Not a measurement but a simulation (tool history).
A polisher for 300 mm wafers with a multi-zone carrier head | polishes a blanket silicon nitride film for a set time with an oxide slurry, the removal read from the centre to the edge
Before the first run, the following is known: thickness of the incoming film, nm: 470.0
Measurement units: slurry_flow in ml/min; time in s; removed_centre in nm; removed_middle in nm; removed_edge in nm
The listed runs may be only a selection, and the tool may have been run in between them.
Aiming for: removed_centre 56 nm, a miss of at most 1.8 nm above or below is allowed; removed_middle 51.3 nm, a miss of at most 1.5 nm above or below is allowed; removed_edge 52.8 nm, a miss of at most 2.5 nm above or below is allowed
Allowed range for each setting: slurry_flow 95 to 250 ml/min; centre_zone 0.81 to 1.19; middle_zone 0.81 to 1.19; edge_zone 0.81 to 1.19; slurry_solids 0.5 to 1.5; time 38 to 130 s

Run 1, hour 0: slurry_flow 160 ml/min, centre_zone 1, middle_zone 1, edge_zone 1, slurry_solids 1, time 84 s. Result: removed_centre 44.855 nm, removed_middle 45.787 nm, removed_edge 43.381 nm.
Run 2, hour 5.9: slurry_flow 175 ml/min, centre_zone 1.03, middle_zone 1, edge_zone 1.05, slurry_solids 1.05, time 84 s. Result: removed_centre 47.722 nm, removed_middle 46.561 nm, removed_edge 47.031 nm.
Run 3, hour 13: slurry_flow 175 ml/min, centre_zone 0.97, middle_zone 1, edge_zone 1.05, slurry_solids 1.05, time 84 s. Result: removed_centre 44.77 nm, removed_middle 46.285 nm, removed_edge 46.136 nm.
Run 4, hour 16: slurry_flow 190 ml/min, centre_zone 1.01, middle_zone 1.01, edge_zone 1.06, slurry_solids 1.1, time 84 s. Result: removed_centre 47.962 nm, removed_middle 48.331 nm, removed_edge 46.872 nm.
Run 5, hour 23.4: slurry_flow 190 ml/min, centre_zone 1.01, middle_zone 1.01, edge_zone 1.12, slurry_solids 1.1, time 84 s. Result: removed_centre 48.469 nm, removed_middle 48.976 nm, removed_edge 48.602 nm.
Run 6, hour 27.6: slurry_flow 190 ml/min, centre_zone 1.04, middle_zone 1.01, edge_zone 1.13, slurry_solids 1.15, time 84 s. Result: removed_centre 50.082 nm, removed_middle 48.843 nm, removed_edge 49.59 nm.
Run 7, hour 33.9: slurry_flow 200 ml/min, centre_zone 1.06, middle_zone 1.01, edge_zone 1.14, slurry_solids 1.2, time 84 s. Result: removed_centre 52.844 nm, removed_middle 50.437 nm, removed_edge 52.024 nm.
Run 8, hour 36.8: slurry_flow 205 ml/min, centre_zone 1.07, middle_zone 1.01, edge_zone 1.14, slurry_solids 1.2, time 84 s. Result: removed_centre 52.985 nm, removed_middle 50.121 nm, removed_edge 51.764 nm.

Next run, 5 choices. One meets every target within its allowed miss, the rest don't. Which?
Run A, hour 39.7: slurry_flow 210 ml/min, centre_zone 1.1, middle_zone 1.02, edge_zone 1.14, slurry_solids 1.15, time 82 s. Result: removed_centre ?, removed_middle ?, removed_edge ?.
Run B, hour 39.7: slurry_flow 220 ml/min, centre_zone 1.17, middle_zone 0.99, edge_zone 1.04, slurry_solids 1.3, time 79 s. Result: removed_centre ?, removed_middle ?, removed_edge ?.
Run C, hour 39.7: slurry_flow 215 ml/min, centre_zone 1.09, middle_zone 0.81, edge_zone 1.19, slurry_solids 1.25, time 93 s. Result: removed_centre ?, removed_middle ?, removed_edge ?.
Run D, hour 39.7: slurry_flow 235 ml/min, centre_zone 1.02, middle_zone 0.93, edge_zone 1.17, slurry_solids 1.2, time 95 s. Result: removed_centre ?, removed_middle ?, removed_edge ?.
Run E, hour 39.7: slurry_flow 210 ml/min, centre_zone 1.1, middle_zone 1, edge_zone 1.15, slurry_solids 1.15, time 88 s. Result: removed_centre ?, removed_middle ?, removed_edge ?.

move  removed_centre  removed_middle  removed_edge
   A          51.392          49.397         49.29
   B          55.044          48.829        48.152
   C           59.75          47.851        58.965
   D          57.566          54.642        59.375
   E          55.145           52.13        53.097
A: lands further from the targets than the last run did
B: the worst result of the last run now meets its target, but another is out of spec
C: the result that was furthest off in the last run now lies on the other side of its target
D: the worst result of the last run now meets its target, but another is out of spec
E: hits every target within its allowed miss
E meets every target.
